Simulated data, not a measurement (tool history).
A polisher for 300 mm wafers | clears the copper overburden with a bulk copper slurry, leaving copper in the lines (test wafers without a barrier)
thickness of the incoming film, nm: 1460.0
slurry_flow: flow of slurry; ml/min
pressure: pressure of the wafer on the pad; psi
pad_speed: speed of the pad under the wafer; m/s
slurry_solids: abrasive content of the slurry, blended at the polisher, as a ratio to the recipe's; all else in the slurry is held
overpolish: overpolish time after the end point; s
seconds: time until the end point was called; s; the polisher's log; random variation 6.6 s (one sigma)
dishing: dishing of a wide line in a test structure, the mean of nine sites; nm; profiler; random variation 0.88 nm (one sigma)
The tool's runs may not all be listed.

run	day	slurry_flow	pressure	pad_speed	slurry_solids	overpolish	seconds	dishing
1	0	275	2.7	1.34	1	18	147.2	68.191
2	0.179	270	2.3	1.18	1	17	192.43	62.739
3	0.404	270	2.3	1.18	1	24	193.05	72.977
4	0.579	270	2.3	1.18	1	18	197.26	61.808
5	0.858	270	2	1.1	1	16	243.37	54.74
6	1.133	270	1.8	1.08	1	15	269.97	46.638
7	1.508	270	1.7	1.04	1	16	290.34	44.324

The next listed run, before its measurement:
8	1.742	270	1.6	1	1	18	?	?

seconds: 329.6 s
dishing: 45.041 nm

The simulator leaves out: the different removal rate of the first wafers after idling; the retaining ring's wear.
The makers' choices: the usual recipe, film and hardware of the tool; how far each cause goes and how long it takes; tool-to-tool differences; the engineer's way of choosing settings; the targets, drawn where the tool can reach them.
